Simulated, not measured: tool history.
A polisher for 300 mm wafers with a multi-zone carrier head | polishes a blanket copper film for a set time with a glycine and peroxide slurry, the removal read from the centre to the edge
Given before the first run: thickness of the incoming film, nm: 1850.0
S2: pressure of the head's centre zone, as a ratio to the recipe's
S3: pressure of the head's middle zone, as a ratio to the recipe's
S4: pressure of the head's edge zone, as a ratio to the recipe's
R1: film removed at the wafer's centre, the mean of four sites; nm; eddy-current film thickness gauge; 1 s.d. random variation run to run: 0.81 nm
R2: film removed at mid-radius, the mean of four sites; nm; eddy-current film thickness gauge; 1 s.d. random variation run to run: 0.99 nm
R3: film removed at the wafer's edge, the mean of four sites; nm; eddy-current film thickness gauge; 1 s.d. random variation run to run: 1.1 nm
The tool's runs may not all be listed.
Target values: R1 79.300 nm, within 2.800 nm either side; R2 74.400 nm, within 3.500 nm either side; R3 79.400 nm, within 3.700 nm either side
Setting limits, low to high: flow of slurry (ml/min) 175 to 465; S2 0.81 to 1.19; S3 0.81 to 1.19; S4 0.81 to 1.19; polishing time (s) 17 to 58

run 1 day=0.000 | flow_of_slurry_(ml/min)=295 S2=1.00 S3=1.00 S4=1.00 polishing_time_(s)=37 | R1=139.150 R2=142.390 R3=135.560
run 2 day=0.350 | flow_of_slurry_(ml/min)=245 S2=1.00 S3=1.00 S4=1.00 polishing_time_(s)=37 | R1=138.220 R2=137.250 R3=132.980
run 3 day=0.488 | flow_of_slurry_(ml/min)=245 S2=1.00 S3=0.94 S4=1.00 polishing_time_(s)=37 | R1=138.240 R2=128.860 R3=131.460
run 4 day=0.679 | flow_of_slurry_(ml/min)=245 S2=1.05 S3=0.94 S4=1.00 polishing_time_(s)=37 | R1=142.530 R2=129.210 R3=132.660
run 5 day=0.962 | flow_of_slurry_(ml/min)=245 S2=1.05 S3=0.94 S4=1.00 polishing_time_(s)=40 | R1=152.850 R2=138.490 R3=146.450
run 6 day=1.221 | flow_of_slurry_(ml/min)=245 S2=1.05 S3=0.94 S4=1.00 polishing_time_(s)=46 | R1=181.610 R2=164.860 R3=168.880
run 7 day=1.446 | flow_of_slurry_(ml/min)=240 S2=1.03 S3=0.93 S4=0.99 polishing_time_(s)=43 | R1=163.350 R2=146.530 R3=154.670
run 8 day=1.483 | flow_of_slurry_(ml/min)=240 S2=1.01 S3=0.93 S4=0.98 polishing_time_(s)=41 | R1=152.950 R2=141.570 R3=146.060
run 9 day=1.562 | flow_of_slurry_(ml/min)=235 S2=1.00 S3=0.92 S4=0.98 polishing_time_(s)=39 | R1=143.320 R2=135.070 R3=139.840
run 10 day=1.671 | flow_of_slurry_(ml/min)=235 S2=1.00 S3=0.91 S4=0.98 polishing_time_(s)=37 | R1=138.080 R2=128.210 R3=130.220
run 11 day=1.883 | flow_of_slurry_(ml/min)=190 S2=0.90 S3=0.81 S4=1.08 polishing_time_(s)=27 | R1=85.922 R2=80.894 R3=98.353
run 12 day=2.246 | flow_of_slurry_(ml/min)=190 S2=0.90 S3=0.81 S4=1.06 polishing_time_(s)=26 | R1=84.330 R2=78.428 R3=93.932
run 13 day=2.458 | flow_of_slurry_(ml/min)=190 S2=0.90 S3=0.81 S4=1.05 polishing_time_(s)=26 | R1=84.551 R2=78.275 R3=92.580
run 14 day=2.729 | flow_of_slurry_(ml/min)=200 S2=0.90 S3=0.84 S4=0.95 polishing_time_(s)=23 | R1=75.037 R2=70.913 R3=80.321
run 15 day=2.833 | flow_of_slurry_(ml/min)=205 S2=0.90 S3=0.84 S4=0.95 polishing_time_(s)=23 | R1=72.760 R2=73.355 R3=79.433
run 16 day=3.208 | flow_of_slurry_(ml/min)=205 S2=0.91 S3=0.84 S4=0.95 polishing_time_(s)=23 | R1=75.653 R2=73.751 R3=79.677

Pick the move, out of 5, that brings all results within their allowed miss; only one does.
run A day=3.583 | flow_of_slurry_(ml/min)=175 S2=0.82 S3=0.81 S4=1.04 polishing_time_(s)=25 | R1=? R2=? R3=?
run B day=3.583 | flow_of_slurry_(ml/min)=230 S2=0.94 S3=0.86 S4=0.93 polishing_time_(s)=23 | R1=? R2=? R3=?
run C day=3.583 | flow_of_slurry_(ml/min)=200 S2=0.83 S3=0.81 S4=1.11 polishing_time_(s)=25 | R1=? R2=? R3=?
run D day=3.583 | flow_of_slurry_(ml/min)=175 S2=0.83 S3=0.95 S4=0.99 polishing_time_(s)=25 | R1=? R2=? R3=?
run E day=3.583 | flow_of_slurry_(ml/min)=260 S2=0.93 S3=0.97 S4=0.88 polishing_time_(s)=23 | R1=? R2=? R3=?

move=A R1=71.039 R2=74.182 R3=88.386
move=B R1=78.583 R2=75.021 R3=79.778
move=C R1=73.945 R2=76.075 R3=93.024
move=D R1=71.932 R2=84.270 R3=86.137
move=E R1=79.298 R2=84.061 R3=78.644
A: further off than the last run
B: every result within its allowed miss
C: further off than the last run
D: further off than the last run
E: the worst result of the last run now meets its target, but another is out of spec
The right move is B.
